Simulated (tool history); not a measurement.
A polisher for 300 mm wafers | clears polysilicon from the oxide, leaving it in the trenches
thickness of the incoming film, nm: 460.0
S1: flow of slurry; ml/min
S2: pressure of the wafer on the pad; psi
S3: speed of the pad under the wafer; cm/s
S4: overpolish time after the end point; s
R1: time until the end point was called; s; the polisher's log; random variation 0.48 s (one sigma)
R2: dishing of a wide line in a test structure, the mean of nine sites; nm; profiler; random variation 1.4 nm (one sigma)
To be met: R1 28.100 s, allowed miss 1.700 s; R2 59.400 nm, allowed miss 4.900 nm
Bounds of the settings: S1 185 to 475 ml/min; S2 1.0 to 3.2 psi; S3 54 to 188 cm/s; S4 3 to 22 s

Run 1, hour 0.0: S1 305 ml/min, S2 2.1 psi, S3 120 cm/s, S4 11 s. Result: R1 46.882 s, R2 50.892 nm.
Run 2, hour 2.8: S1 265 ml/min, S2 2.1 psi, S3 120 cm/s, S4 11 s. Result: R1 49.000 s, R2 51.248 nm.
Run 3, hour 9.9: S1 265 ml/min, S2 2.1 psi, S3 92 cm/s, S4 11 s. Result: R1 56.535 s, R2 48.605 nm.
Run 4, hour 11.0: S1 265 ml/min, S2 2.3 psi, S3 92 cm/s, S4 11 s. Result: R1 51.139 s, R2 51.814 nm.
Run 5, hour 18.7: S1 270 ml/min, S2 2.5 psi, S3 98 cm/s, S4 10 s. Result: R1 45.052 s, R2 51.331 nm.
Run 6, hour 19.8: S1 275 ml/min, S2 2.7 psi, S3 104 cm/s, S4 10 s. Result: R1 41.951 s, R2 54.130 nm.
Run 7, hour 21.6: S1 280 ml/min, S2 2.8 psi, S3 114 cm/s, S4 9 s. Result: R1 37.187 s, R2 53.706 nm.
Run 8, hour 24.4: S1 280 ml/min, S2 2.9 psi, S3 120 cm/s, S4 9 s. Result: R1 34.617 s, R2 54.749 nm.
Run 9, hour 28.2: S1 280 ml/min, S2 3.0 psi, S3 124 cm/s, S4 9 s. Result: R1 33.087 s, R2 54.003 nm.
Run 10, hour 35.1: S1 280 ml/min, S2 3.1 psi, S3 128 cm/s, S4 10 s. Result: R1 31.423 s, R2 58.482 nm.
Run 11, hour 37.7: S1 280 ml/min, S2 3.1 psi, S3 132 cm/s, S4 10 s. Result: R1 30.174 s, R2 57.055 nm.
Run 12, hour 45.6: S1 280 ml/min, S2 3.1 psi, S3 132 cm/s, S4 10 s. Result: R1 31.382 s, R2 56.636 nm.
Run 13, hour 48.1: S1 285 ml/min, S2 3.1 psi, S3 136 cm/s, S4 10 s. Result: R1 29.951 s, R2 58.184 nm.
Run 14, hour 55.6: S1 285 ml/min, S2 3.1 psi, S3 138 cm/s, S4 10 s. Result: R1 28.986 s, R2 59.035 nm.
At hour 62.2: head pressure recalibrated.
Run 15, hour 62.2: S1 285 ml/min, S2 3.2 psi, S3 138 cm/s, S4 10 s. Result: R1 25.955 s, R2 58.926 nm.
Run 16, hour 66.4: S1 280 ml/min, S2 3.2 psi, S3 138 cm/s, S4 10 s. Result: R1 25.668 s, R2 60.519 nm.
Run 17, hour 71.0: S1 290 ml/min, S2 3.2 psi, S3 138 cm/s, S4 10 s. Result: R1 24.921 s, R2 62.505 nm.

Which of these 5 next moves meets every target?
Run A, hour 75.6: S1 315 ml/min, S2 3.2 psi, S3 114 cm/s, S4 10 s. Result: R1 ?, R2 ?.
Run B, hour 75.6: S1 310 ml/min, S2 3.0 psi, S3 184 cm/s, S4 6 s. Result: R1 ?, R2 ?.
Run C, hour 75.6: S1 330 ml/min, S2 3.2 psi, S3 158 cm/s, S4 8 s. Result: R1 ?, R2 ?.
Run D, hour 75.6: S1 290 ml/min, S2 3.2 psi, S3 152 cm/s, S4 7 s. Result: R1 ?, R2 ?.
Run E, hour 75.6: S1 225 ml/min, S2 3.2 psi, S3 176 cm/s, S4 9 s. Result: R1 ?, R2 ?.

move      R1      R2
   A  29.386  60.314
   B  22.687  56.464
   C  23.612  60.258
   D  24.515  57.764
   E  22.681  62.042
A: meets every target
B: further off than the last run
C: further off than the last run
D: further off than the last run
E: further off than the last run
Answer: A
